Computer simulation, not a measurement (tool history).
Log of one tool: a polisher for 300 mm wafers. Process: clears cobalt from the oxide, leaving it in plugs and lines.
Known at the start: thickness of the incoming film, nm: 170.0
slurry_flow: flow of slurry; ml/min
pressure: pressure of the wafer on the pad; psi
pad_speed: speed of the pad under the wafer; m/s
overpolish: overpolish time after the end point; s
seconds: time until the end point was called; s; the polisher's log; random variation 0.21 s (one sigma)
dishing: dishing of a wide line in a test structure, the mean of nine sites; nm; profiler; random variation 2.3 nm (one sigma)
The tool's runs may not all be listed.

run,hour,slurry_flow,pressure,pad_speed,overpolish,seconds,dishing
1,0,145,2,0.9,25,41.519,72.666
2,5.3,145,2.5,0.9,25,32.904,84.188
3,12.1,145,2.5,1.06,25,28.639,88.146
4,14.5,150,2.5,1.06,25,28.206,84.366
5,20,185,2.5,1.06,25,27.224,86.709
6,20.9,160,2.5,1.06,25,27.735,86.838
7,27.5,165,2.5,1.06,25,27.464,84.936
8,36.1,175,2.5,1.06,27,27.421,88.093

Run 9 comes next. What will it give?
9,44.2,180,2.5,1.06,28,?,?

Run 9 gave seconds 27.431 s, dishing 90.405 nm.

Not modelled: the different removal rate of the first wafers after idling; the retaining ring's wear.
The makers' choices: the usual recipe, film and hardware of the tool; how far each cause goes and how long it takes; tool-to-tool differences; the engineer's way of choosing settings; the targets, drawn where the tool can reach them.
